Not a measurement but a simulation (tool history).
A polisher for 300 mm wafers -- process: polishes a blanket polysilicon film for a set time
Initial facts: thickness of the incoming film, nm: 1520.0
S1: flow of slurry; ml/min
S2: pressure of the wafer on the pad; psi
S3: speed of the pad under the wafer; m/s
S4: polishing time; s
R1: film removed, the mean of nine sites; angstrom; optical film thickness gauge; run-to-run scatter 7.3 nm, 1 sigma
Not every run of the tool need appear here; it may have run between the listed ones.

run  hour   S1   S2    S3  S4      R1
  1     0  125    2  0.96  79  4950.2
  2   5.3  100    2  0.96  79  4651.4
  3   9.4  120    2  0.96  79  4908.7
  4  10.2  105    2  0.96  79  4774.1
  5  12.3  120  2.2  0.96  79  5373.6
  6  19.9  120  1.8  0.96  79  4443.5
  7  22.1  135    2  0.96  79  5056.6

Run 8, settings as shown, results not yet in. Your forecast:
  8    25  145  2.2  0.96  79   ?

{"run 8": {"R1": 5522.4}}
